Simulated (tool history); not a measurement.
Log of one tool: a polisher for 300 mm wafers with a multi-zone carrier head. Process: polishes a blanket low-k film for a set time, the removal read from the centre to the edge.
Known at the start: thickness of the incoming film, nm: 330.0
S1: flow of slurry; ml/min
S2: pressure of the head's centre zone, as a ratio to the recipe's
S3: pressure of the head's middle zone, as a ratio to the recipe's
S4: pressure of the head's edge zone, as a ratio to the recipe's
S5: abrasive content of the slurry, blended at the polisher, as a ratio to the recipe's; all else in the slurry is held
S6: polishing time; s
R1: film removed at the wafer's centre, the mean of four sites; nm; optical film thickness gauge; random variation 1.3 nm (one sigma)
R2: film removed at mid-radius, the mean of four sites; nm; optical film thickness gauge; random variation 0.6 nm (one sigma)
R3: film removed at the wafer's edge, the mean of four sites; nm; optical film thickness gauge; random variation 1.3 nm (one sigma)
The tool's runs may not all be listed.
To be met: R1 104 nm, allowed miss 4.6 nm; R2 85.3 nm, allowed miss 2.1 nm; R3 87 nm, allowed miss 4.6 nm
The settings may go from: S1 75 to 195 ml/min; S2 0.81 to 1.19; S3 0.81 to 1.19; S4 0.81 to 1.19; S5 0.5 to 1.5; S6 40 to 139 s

run,day,S1,S2,S3,S4,S5,S6,R1,R2,R3
1,0,125,1,1,1,1,89,52.63,54.102,52.482
2,0.162,130,1.02,1,1.01,1.05,90,56.558,54.997,54.185
3,0.479,135,1.03,1.01,1.02,1.1,92,59.468,58.429,57.906
4,0.567,135,1.03,1.01,1.02,1.2,92,62.284,60.131,58.417
5,0.708,135,1.03,0.97,1.02,1.2,92,59.086,57.469,58.533
6,0.95,140,1.05,0.98,1.04,1.25,94,64.688,60.768,61.813
7,1.192,145,1.06,0.99,1.05,1.3,96,67.517,64.193,63.147
8,1.404,145,1.07,0.99,1.05,1.3,99,71.602,65.867,66.508
9,1.696,145,1.08,1,1.06,1.3,101,74.199,68.221,68.451
10,1.75,145,1.09,1,1.07,1.3,102,73.862,67.956,67.498
11,2.096,145,1.1,0.99,1.07,1.3,104,75.986,68.808,69.671
12,2.317,150,1.11,0.99,1.07,1.3,105,77.256,70.025,71.662
13,2.662,150,1.12,0.99,1.06,1.3,107,80.039,71.899,69.212
14,3.033,150,1.13,0.99,1.07,1.3,108,82.931,72.189,72.501
15,3.388,150,1.14,0.99,1.08,1.3,109,82.985,73.45,74.205
16,3.671,155,1.15,0.99,1.08,1.3,110,84.796,73.738,76.355
17,3.829,160,1.15,0.99,1.08,1.3,111,84.371,74.514,76.426
18,3.979,160,1.15,0.99,1.09,1.3,112,87.608,76.649,78.394
19,4.017,160,1.15,0.99,1.09,1.3,113,90.361,75.587,78.239
20,4.146,165,1.15,1,1.1,1.3,113,89.262,76.637,78.321
# day 4.462: worn pad replaced by a new one
21,4.462,185,1.19,0.99,1.11,1.5,114,104.43,88.497,89.78

5 next moves are on the table. One of them brings every result within its allowed miss. Which?
A,4.779,175,1.19,0.98,1.1,1.35,115,?,?,?
B,4.779,180,1.08,0.96,1.12,1.5,124,?,?,?
C,4.779,195,1.19,1.05,1.04,1.5,111,?,?,?
D,4.779,190,1.19,1.01,1.06,1.5,117,?,?,?
E,4.779,175,1.08,1.05,1.06,1.5,118,?,?,?

move,R1,R2,R3
A,100.22,85.424,88.334
B,101.92,93.662,99.264
C,101.53,91.512,86.443
D,106.52,92.969,91.722
E,96.553,95.711,91.582
A: meets every target
B: further off than the last run
C: further off than the last run
D: further off than the last run
E: further off than the last run
Answer: A

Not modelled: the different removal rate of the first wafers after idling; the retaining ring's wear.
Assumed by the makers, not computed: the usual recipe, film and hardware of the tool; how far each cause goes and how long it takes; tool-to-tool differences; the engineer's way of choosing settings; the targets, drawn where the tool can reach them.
